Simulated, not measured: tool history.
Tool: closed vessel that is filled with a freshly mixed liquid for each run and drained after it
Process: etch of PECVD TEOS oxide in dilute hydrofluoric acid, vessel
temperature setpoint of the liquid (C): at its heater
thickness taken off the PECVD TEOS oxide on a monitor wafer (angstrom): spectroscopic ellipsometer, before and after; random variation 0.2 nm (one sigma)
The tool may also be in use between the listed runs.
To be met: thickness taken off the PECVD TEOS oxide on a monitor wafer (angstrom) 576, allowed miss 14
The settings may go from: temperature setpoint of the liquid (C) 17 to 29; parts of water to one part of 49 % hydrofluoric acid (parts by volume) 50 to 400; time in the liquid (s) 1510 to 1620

run    day  temperature setpoint of the liquid (C)  parts of water to one part of 49 % hydrofluoric acid (parts by volume)  time in the liquid (s)  thickness taken off the PECVD TEOS oxide on a monitor wafer (angstrom)
  1      0                                      21                                                                     225                    1510                                                                  420.61
  2    0.2                                      23                                                                     225                    1510                                                                  451.22
  3  0.454                                    24.5                                                                     225                    1510                                                                  476.68
  4  0.583                                    25.5                                                                     225                    1510                                                                  494.97
  5  0.962                                    25.5                                                                     225                    1510                                                                  493.91
  6  1.054                                    25.5                                                                     225                    1620                                                                  531.58
  7  1.175                                      26                                                                     225                    1620                                                                  535.75
  8  1.229                                    26.5                                                                     225                    1620                                                                  548.46
  9  1.629                                      27                                                                     225                    1620                                                                  557.26

Which of these 5 next moves meets every target?
  A  2.029                                    27.5                                                                     235                    1620                                                                       ?
  B  2.029                                      24                                                                     200                    1510                                                                       ?
  C  2.029                                      27                                                                     230                    1620                                                                       ?
  D  2.029                                      24                                                                     200                    1620                                                                       ?
  E  2.029                                    27.5                                                                     215                    1620                                                                       ?

move  thickness taken off the PECVD TEOS oxide on a monitor wafer (angstrom)
   A                                                                  539.34
   B                                                                  541.47
   C                                                                  544.57
   D                                                                  580.92
   E                                                                  602.98
A: further off than the last run
B: further off than the last run
C: further off than the last run
D: meets every target
E: takes the result that was furthest off past its target
Move D is the one to make.
